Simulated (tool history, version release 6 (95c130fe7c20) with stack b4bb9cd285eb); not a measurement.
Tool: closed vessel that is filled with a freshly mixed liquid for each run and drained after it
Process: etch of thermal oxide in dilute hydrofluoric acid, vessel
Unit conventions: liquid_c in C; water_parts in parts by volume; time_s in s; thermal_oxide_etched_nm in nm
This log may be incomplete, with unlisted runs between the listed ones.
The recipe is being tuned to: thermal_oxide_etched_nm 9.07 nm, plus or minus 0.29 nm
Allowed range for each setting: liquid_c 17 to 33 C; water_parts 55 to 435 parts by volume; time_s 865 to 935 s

run	hour	liquid_c	water_parts	time_s	thermal_oxide_etched_nm
1	0	25	245	865	15.675
2	4.5	23	245	865	15.061
3	10.9	22	265	865	12.847
4	16.9	22	295	865	11.189
5	17.8	21	300	865	10.789
6	26	21	225	865	15.356
7	28.3	20	245	865	13.377
8	34.9	19.5	260	865	11.95

Which of these 5 next moves meets every target?
A	41.5	19.5	325	865	?
B	41.5	19.5	190	935	?
C	41.5	20.5	200	935	?
D	41.5	18.5	285	865	?
E	41.5	17.5	205	935	?

move	thermal_oxide_etched_nm
A	9.0821
B	19.01
C	18.588
D	10.335
E	16.056
A: every result lands within tolerance
B: the biggest miss grows against the last run
C: the biggest miss grows against the last run
D: closes in on the targets versus the last run, not all within tolerance yet
E: the biggest miss grows against the last run
Go with A: it meets all targets.
